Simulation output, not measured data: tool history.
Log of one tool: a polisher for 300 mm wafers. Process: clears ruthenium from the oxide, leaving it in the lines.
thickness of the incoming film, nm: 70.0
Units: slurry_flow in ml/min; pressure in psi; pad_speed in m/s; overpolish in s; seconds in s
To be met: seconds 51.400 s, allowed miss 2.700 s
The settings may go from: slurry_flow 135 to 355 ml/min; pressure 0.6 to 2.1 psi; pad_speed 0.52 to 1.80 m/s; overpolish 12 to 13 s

run,hour,slurry_flow,pressure,pad_speed,overpolish,seconds
1,0.0,225,1.3,1.16,12,89.948
2,1.8,265,1.3,1.16,12,86.515
3,4.5,265,1.3,1.16,12,88.351
4,7.7,265,1.5,1.18,12,77.411
5,9.4,265,1.2,1.18,12,94.273
6,16.7,315,1.2,1.18,12,90.374
7,20.3,320,1.6,1.24,12,70.001
8,23.1,320,1.7,1.26,12,65.330
# hour 24.9: worn pad replaced by a new one
9,24.9,320,1.7,1.26,12,62.928
10,33.6,320,1.8,1.26,12,58.499
11,40.1,320,1.9,1.26,12,56.634
12,41.4,320,2.0,1.26,12,55.525

4 next moves are on the table. One of them brings every result within its allowed miss. Which?
A,42.7,310,2.1,1.42,12,?
B,42.7,340,2.1,1.46,12,?
C,42.7,335,2.1,1.40,12,?
D,42.7,305,1.8,1.48,13,?

move,seconds
A,46.163
B,44.631
C,46.544
D,50.313
A: takes the result that was furthest off past its target
B: takes the result that was furthest off past its target
C: takes the result that was furthest off past its target
D: meets every target
Answer: D
